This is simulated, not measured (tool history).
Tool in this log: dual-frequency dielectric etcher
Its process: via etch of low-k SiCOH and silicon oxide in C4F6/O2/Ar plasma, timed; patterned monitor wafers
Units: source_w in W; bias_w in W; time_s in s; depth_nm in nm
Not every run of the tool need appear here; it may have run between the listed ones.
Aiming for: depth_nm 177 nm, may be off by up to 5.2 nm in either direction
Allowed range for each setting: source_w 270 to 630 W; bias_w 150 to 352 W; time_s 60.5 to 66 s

{"run": 1, "hour": 0.0, "source_w": 450, "bias_w": 251, "time_s": 66, "depth_nm": 204.43}
{"run": 2, "hour": 4.1, "source_w": 450, "bias_w": 251, "time_s": 66, "depth_nm": 205.44}
{"run": 3, "hour": 7.7, "source_w": 450, "bias_w": 251, "time_s": 60.5, "depth_nm": 188.27}
{"run": 4, "hour": 11.7, "source_w": 450, "bias_w": 251, "time_s": 60.5, "depth_nm": 188.61}
{"run": 5, "hour": 15.7, "source_w": 440, "bias_w": 248, "time_s": 60.5, "depth_nm": 184.35}
{"run": 6, "hour": 16.6, "source_w": 440, "bias_w": 248, "time_s": 66, "depth_nm": 201.62}
{"run": 7, "hour": 21.5, "source_w": 420, "bias_w": 242, "time_s": 66, "depth_nm": 198.47}
{"run": 8, "hour": 22.1, "source_w": 410, "bias_w": 233, "time_s": 65.5, "depth_nm": 191.9}
{"run": 9, "hour": 26.3, "source_w": 400, "bias_w": 229, "time_s": 65.5, "depth_nm": 190.01}
{"run": 10, "hour": 33.1, "source_w": 390, "bias_w": 225, "time_s": 65.5, "depth_nm": 185.86}

5 candidate next runs follow, results not yet known. Just one meets every target within its allowed miss. Identify it.
{"run": "A", "hour": 39.9, "source_w": 380, "bias_w": 234, "time_s": 66, "depth_nm": "?"}
{"run": "B", "hour": 39.9, "source_w": 360, "bias_w": 254, "time_s": 66, "depth_nm": "?"}
{"run": "C", "hour": 39.9, "source_w": 430, "bias_w": 237, "time_s": 63.5, "depth_nm": "?"}
{"run": "D", "hour": 39.9, "source_w": 390, "bias_w": 243, "time_s": 66, "depth_nm": "?"}
{"run": "E", "hour": 39.9, "source_w": 390, "bias_w": 219, "time_s": 63, "depth_nm": "?"}

move=A depth_nm=189.37
move=B depth_nm=189.8
move=C depth_nm=191.74
move=D depth_nm=193.28
move=E depth_nm=179.31
A: moves away from the targets compared with the last run
B: moves away from the targets compared with the last run
C: moves away from the targets compared with the last run
D: moves away from the targets compared with the last run
E: every result lands within tolerance
E is the move that brings every result within its allowed miss.
